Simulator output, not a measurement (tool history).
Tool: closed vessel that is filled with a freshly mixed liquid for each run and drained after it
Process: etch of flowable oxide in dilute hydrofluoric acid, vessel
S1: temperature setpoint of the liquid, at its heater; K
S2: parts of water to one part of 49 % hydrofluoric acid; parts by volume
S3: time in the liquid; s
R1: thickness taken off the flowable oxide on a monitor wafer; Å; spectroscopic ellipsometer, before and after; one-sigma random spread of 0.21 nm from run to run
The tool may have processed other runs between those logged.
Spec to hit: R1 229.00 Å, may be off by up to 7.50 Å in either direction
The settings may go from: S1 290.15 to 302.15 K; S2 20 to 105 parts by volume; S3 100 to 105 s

run 1 day=0.000 | S1=294.15 S2=55 S3=100 | R1=359.05
run 2 day=0.217 | S1=294.15 S2=55 S3=105 | R1=375.00
run 3 day=0.417 | S1=294.15 S2=55 S3=100 | R1=358.38
run 4 day=0.717 | S1=293.15 S2=60 S3=100 | R1=301.74
run 5 day=0.912 | S1=291.15 S2=60 S3=100 | R1=281.45
run 6 day=1.133 | S1=291.15 S2=80 S3=100 | R1=206.09
run 7 day=1.192 | S1=291.65 S2=80 S3=100 | R1=210.77
run 8 day=1.371 | S1=292.15 S2=80 S3=100 | R1=217.77

Of the 4 settings listed for the next run, only one would bring every result within its allowed miss of target. Which one?
run A day=1.550 | S1=290.65 S2=75 S3=105 | R1=?
run B day=1.550 | S1=295.15 S2=105 S3=105 | R1=?
run C day=1.550 | S1=290.65 S2=85 S3=105 | R1=?
run D day=1.550 | S1=297.65 S2=105 S3=100 | R1=?

move=A R1=228.34
move=B R1=189.99
move=C R1=199.30
move=D R1=199.84
A: each result inside its tolerance
B: moves away from the targets compared with the last run
C: moves away from the targets compared with the last run
D: moves away from the targets compared with the last run
Answer: A
